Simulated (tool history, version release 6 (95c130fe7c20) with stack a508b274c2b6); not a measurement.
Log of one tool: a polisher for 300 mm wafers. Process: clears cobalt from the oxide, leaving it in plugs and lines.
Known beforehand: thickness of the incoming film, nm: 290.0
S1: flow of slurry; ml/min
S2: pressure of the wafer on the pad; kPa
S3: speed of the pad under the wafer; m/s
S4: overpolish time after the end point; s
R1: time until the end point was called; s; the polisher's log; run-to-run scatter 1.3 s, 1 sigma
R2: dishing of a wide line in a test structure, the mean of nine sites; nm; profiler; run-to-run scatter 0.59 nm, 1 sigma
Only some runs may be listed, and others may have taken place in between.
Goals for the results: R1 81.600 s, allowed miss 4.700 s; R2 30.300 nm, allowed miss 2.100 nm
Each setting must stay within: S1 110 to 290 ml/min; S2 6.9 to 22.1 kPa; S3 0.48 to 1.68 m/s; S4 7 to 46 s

{"run": 1, "hour": 0.0, "S1": 185, "S2": 14.5, "S3": 1.08, "S4": 24, "R1": 52.515, "R2": 44.972}
{"run": 2, "hour": 8.6, "S1": 185, "S2": 14.5, "S3": 1.08, "S4": 28, "R1": 51.396, "R2": 46.741}
{"run": 3, "hour": 14.4, "S1": 220, "S2": 14.5, "S3": 1.08, "S4": 28, "R1": 51.711, "R2": 47.29}
{"run": 4, "hour": 19.7, "S1": 195, "S2": 13.1, "S3": 1.06, "S4": 23, "R1": 58.027, "R2": 46.213}
{"run": 5, "hour": 23.4, "S1": 175, "S2": 13.8, "S3": 0.92, "S4": 19, "R1": 64.089, "R2": 39.634}
{"run": 6, "hour": 27.4, "S1": 175, "S2": 13.8, "S3": 0.74, "S4": 19, "R1": 79.377, "R2": 38.467}
{"run": 7, "hour": 30.1, "S1": 140, "S2": 11.7, "S3": 0.84, "S4": 8, "R1": 78.365, "R2": 21.888}
{"run": 8, "hour": 37.7, "S1": 155, "S2": 11.7, "S3": 0.82, "S4": 9, "R1": 79.252, "R2": 23.802}
{"hour": 45.9, "done": "slurry nozzle cleaned"}
{"run": 9, "hour": 45.9, "S1": 165, "S2": 11.7, "S3": 0.8, "S4": 10, "R1": 77.644, "R2": 25.85}
{"run": 10, "hour": 47.7, "S1": 170, "S2": 11.7, "S3": 0.78, "S4": 11, "R1": 78.467, "R2": 27.147}

Next run, 5 choices. One meets every target within its allowed miss, the rest don't. Which?
{"run": "A", "hour": 49.5, "S1": 180, "S2": 8.3, "S3": 0.96, "S4": 7, "R1": "?", "R2": "?"}
{"run": "B", "hour": 49.5, "S1": 160, "S2": 11.7, "S3": 0.94, "S4": 7, "R1": "?", "R2": "?"}
{"run": "C", "hour": 49.5, "S1": 135, "S2": 11.0, "S3": 0.76, "S4": 11, "R1": "?", "R2": "?"}
{"run": "D", "hour": 49.5, "S1": 155, "S2": 11.0, "S3": 0.76, "S4": 10, "R1": "?", "R2": "?"}
{"run": "E", "hour": 49.5, "S1": 180, "S2": 10.3, "S3": 0.8, "S4": 13, "R1": "?", "R2": "?"}

move=A R1=75.706 R2=20.377
move=B R1=66.138 R2=22.505
move=C R1=86.818 R2=25.572
move=D R1=84.351 R2=24.429
move=E R1=80.905 R2=29.797
A: its largest miss is bigger than the last run's
B: its largest miss is bigger than the last run's
C: its largest miss is bigger than the last run's
D: its largest miss is bigger than the last run's
E: in spec on every target
E is the move that brings every result within its allowed miss.
